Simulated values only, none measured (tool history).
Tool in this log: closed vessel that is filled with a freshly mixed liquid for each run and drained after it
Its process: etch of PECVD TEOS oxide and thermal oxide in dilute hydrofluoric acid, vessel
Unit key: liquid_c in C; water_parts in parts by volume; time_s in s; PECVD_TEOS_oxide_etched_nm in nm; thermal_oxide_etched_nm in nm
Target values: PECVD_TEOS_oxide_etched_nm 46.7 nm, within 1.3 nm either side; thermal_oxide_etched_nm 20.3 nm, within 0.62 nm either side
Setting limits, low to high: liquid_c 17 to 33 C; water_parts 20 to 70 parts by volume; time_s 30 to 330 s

Run 1, day 0: liquid_c 25 C, water_parts 40 parts by volume, time_s 170 s. Result: PECVD_TEOS_oxide_etched_nm 53.37 nm, thermal_oxide_etched_nm 22.934 nm.
Run 2, day 0.108: liquid_c 25 C, water_parts 55 parts by volume, time_s 170 s. Result: PECVD_TEOS_oxide_etched_nm 37.486 nm, thermal_oxide_etched_nm 16.65 nm.
Run 3, day 0.271: liquid_c 25 C, water_parts 55 parts by volume, time_s 200 s. Result: PECVD_TEOS_oxide_etched_nm 44.452 nm, thermal_oxide_etched_nm 19.379 nm.
Run 4, day 0.362: liquid_c 25 C, water_parts 55 parts by volume, time_s 250 s. Result: PECVD_TEOS_oxide_etched_nm 55.773 nm, thermal_oxide_etched_nm 24.137 nm.
Run 5, day 0.6: liquid_c 23.5 C, water_parts 55 parts by volume, time_s 250 s. Result: PECVD_TEOS_oxide_etched_nm 52.901 nm, thermal_oxide_etched_nm 22.701 nm.
Run 6, day 0.983: liquid_c 23.5 C, water_parts 45 parts by volume, time_s 250 s. Result: PECVD_TEOS_oxide_etched_nm 64.333 nm, thermal_oxide_etched_nm 27.808 nm.
Run 7, day 1.067: liquid_c 22.5 C, water_parts 45 parts by volume, time_s 250 s. Result: PECVD_TEOS_oxide_etched_nm 62.546 nm, thermal_oxide_etched_nm 27.107 nm.
Run 8, day 1.454: liquid_c 21.5 C, water_parts 45 parts by volume, time_s 250 s. Result: PECVD_TEOS_oxide_etched_nm 59.362 nm, thermal_oxide_etched_nm 26.183 nm.

Exactly one of the 5 candidate moves below puts every result within its allowed miss. Which one?
Run A, day 1.842: liquid_c 21.5 C, water_parts 45 parts by volume, time_s 215 s. Result: PECVD_TEOS_oxide_etched_nm ?, thermal_oxide_etched_nm ?.
Run B, day 1.842: liquid_c 23.5 C, water_parts 50 parts by volume, time_s 215 s. Result: PECVD_TEOS_oxide_etched_nm ?, thermal_oxide_etched_nm ?.
Run C, day 1.842: liquid_c 25 C, water_parts 45 parts by volume, time_s 170 s. Result: PECVD_TEOS_oxide_etched_nm ?, thermal_oxide_etched_nm ?.
Run D, day 1.842: liquid_c 21 C, water_parts 55 parts by volume, time_s 230 s. Result: PECVD_TEOS_oxide_etched_nm ?, thermal_oxide_etched_nm ?.
Run E, day 1.842: liquid_c 23 C, water_parts 40 parts by volume, time_s 175 s. Result: PECVD_TEOS_oxide_etched_nm ?, thermal_oxide_etched_nm ?.

move  PECVD_TEOS_oxide_etched_nm  thermal_oxide_etched_nm
   A                      50.981                   22.322
   B                      49.558                   21.699
   C                      46.623                   20.414
   D                      43.156                   18.896
   E                      50.036                   21.908
A: nearer than the last run, and not there yet
B: nearer than the last run, and not there yet
C: every result lands within tolerance
D: takes the result that was furthest off past its target
E: nearer than the last run, and not there yet
Correct choice: C, which meets every target
